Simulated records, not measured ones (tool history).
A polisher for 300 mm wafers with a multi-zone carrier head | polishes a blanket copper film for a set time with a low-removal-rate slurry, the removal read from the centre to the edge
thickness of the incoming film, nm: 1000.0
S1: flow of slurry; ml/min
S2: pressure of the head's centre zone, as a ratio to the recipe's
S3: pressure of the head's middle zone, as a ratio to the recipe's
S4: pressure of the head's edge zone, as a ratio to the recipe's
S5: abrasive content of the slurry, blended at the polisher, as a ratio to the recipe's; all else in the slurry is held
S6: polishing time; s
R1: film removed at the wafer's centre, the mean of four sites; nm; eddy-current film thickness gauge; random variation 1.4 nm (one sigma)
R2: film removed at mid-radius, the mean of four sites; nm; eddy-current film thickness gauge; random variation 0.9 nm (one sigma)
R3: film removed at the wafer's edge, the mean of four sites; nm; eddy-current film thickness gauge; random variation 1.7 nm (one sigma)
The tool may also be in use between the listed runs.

run	hour	S1	S2	S3	S4	S5	S6	R1	R2	R3
1	0	220	1	1	1	1	82	190.03	185.5	183.87
2	8.5	220	1	1.05	1	1	82	190.26	194.82	193.29
3	15	215	0.97	1.02	0.98	0.9	81	170.93	183.22	180.25
4	16.5	265	0.97	1.02	0.98	0.9	81	180.77	186.38	184.33
5	23.9	260	0.96	0.99	0.95	0.85	79	171.39	174.29	171.84
6	28.6	255	0.95	0.97	0.93	0.8	78	163.14	169.73	168.13
7	30	255	0.95	0.96	0.91	0.75	76	157.69	160.47	158.96
8	31.4	255	0.95	0.96	0.91	0.75	76	157.33	159.05	161.26
9	33.3	265	0.95	0.96	0.89	0.7	73	150.87	153.12	148
10	36.2	260	0.94	0.95	0.88	0.65	72	144.51	144.83	142.26
11	43.6	250	0.93	0.95	0.87	0.65	72	144.53	146.47	145.01

Run 12 comes next. What will it give?
12	50.9	250	0.93	0.95	0.87	0.65	72	?	?	?

{"run 12": {"R1": 142.53, "R2": 146.99, "R3": 142.73}}

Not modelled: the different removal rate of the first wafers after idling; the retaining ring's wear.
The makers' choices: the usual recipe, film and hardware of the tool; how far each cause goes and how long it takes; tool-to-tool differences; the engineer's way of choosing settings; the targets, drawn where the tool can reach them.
